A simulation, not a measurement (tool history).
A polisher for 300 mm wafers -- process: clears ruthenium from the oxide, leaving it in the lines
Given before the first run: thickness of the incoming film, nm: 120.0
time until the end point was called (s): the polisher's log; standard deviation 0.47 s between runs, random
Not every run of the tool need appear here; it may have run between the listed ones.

| run | hour | flow of slurry (ml/min) | pressure of the wafer on the pad (kPa) | speed of the pad under the wafer (m/s) | overpolish time after the end point (s) | time until the end point was called (s) |
|---|---|---|---|---|---|---|
| 1 | 0 | 220 | 15.2 | 0.98 | 12 | 107.45 |
| 2 | 5.6 | 220 | 15.2 | 1.18 | 12 | 90.479 |
| 3 | 9.4 | 220 | 15.2 | 1.18 | 13 | 89.208 |
| 4 | 15 | 220 | 15.2 | 1.28 | 13 | 82.797 |
| 5 | 20.9 | 225 | 17.2 | 1.28 | 13 | 72.861 |
| 6 | 24.2 | 225 | 17.2 | 1.28 | 13 | 72.4 |

Predict the results of run 7:
| 7 | 25.1 | 225 | 18.6 | 1.28 | 13 | ? |

time until the end point was called (s): 67.184
